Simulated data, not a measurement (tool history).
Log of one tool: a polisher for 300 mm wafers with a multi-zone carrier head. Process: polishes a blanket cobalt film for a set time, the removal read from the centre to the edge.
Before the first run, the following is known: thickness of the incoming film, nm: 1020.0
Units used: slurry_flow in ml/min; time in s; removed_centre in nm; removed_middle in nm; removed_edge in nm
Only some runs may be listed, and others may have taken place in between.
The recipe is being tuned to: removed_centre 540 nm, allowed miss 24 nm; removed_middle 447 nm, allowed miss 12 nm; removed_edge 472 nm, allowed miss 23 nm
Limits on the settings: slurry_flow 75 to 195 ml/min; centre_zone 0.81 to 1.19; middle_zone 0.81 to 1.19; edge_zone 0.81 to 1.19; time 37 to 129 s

run	hour	slurry_flow	centre_zone	middle_zone	edge_zone	time	removed_centre	removed_middle	removed_edge
1	0	125	1	1	1	83	335.65	344.1	336.46
2	7.3	135	1.04	0.99	1.04	87	371.06	367.11	360.63
3	8.8	140	1.07	0.97	1.07	92	398.11	375.89	381.57
4	13	145	1.1	0.96	1.09	96	445.41	395.31	411.88
5	21.8	155	1.12	0.96	1.11	98	465.38	407.99	425.56
6	30.7	175	1.12	0.96	1.11	98	473.37	414.87	425.87
7	35.1	175	1.13	0.96	1.12	100	473	421.06	441.57
8	43.7	175	1.14	0.96	1.12	102	507.45	435.28	445.38
9	46.9	175	1.15	0.96	1.13	103	509.53	435.99	451.46

Which of these 5 next moves meets every target?
A	50.1	165	1.19	0.89	1.19	106	?	?	?
B	50.1	150	1.19	0.98	1.19	107	?	?	?
C	50.1	170	1.13	1.05	1.02	98	?	?	?
D	50.1	135	1.09	0.97	1.16	110	?	?	?
E	50.1	165	0.99	0.81	1.19	118	?	?	?

move	removed_centre	removed_middle	removed_edge
A	551.94	419.75	468.77
B	547.14	451.66	467.01
C	487.63	448.27	410.75
D	503.34	451.5	468.92
E	510.21	432.94	522.39
A: meets the target for the result that was furthest off, but another lies outside its allowed miss
B: meets every target
C: further off than the last run
D: further off than the last run
E: further off than the last run
B is the move that brings every result within its allowed miss.
